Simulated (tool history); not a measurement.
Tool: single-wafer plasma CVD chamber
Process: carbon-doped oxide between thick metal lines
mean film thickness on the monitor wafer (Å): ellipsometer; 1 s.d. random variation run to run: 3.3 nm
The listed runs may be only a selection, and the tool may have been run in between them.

run,day,heater temperature setpoint (K),chamber pressure (mTorr),RF power (kW),deposition time (s),mean film thickness on the monitor wafer (Å)
1,0.000,613.15,5090,0.660,137,8142.6
2,0.175,612.15,5290,0.695,138,8599.1
3,0.333,611.15,5520,0.715,138,8824.6
4,0.488,610.15,5700,0.735,138,9023.3
5,0.600,618.15,5700,0.735,138,8867.1
6,0.775,617.15,5880,0.755,138,9117.1
7,0.862,616.15,6050,0.770,138,9282.7
# day 1.025: RF generator calibrated
8,1.025,615.15,6190,0.785,138,9711.9
9,1.354,614.15,6280,0.785,138,9778.6

Predict the results of run 10:
10,1.700,613.15,6350,0.785,138,?

{"run 10": {"mean film thickness on the monitor wafer (Å)": 9763.2}}
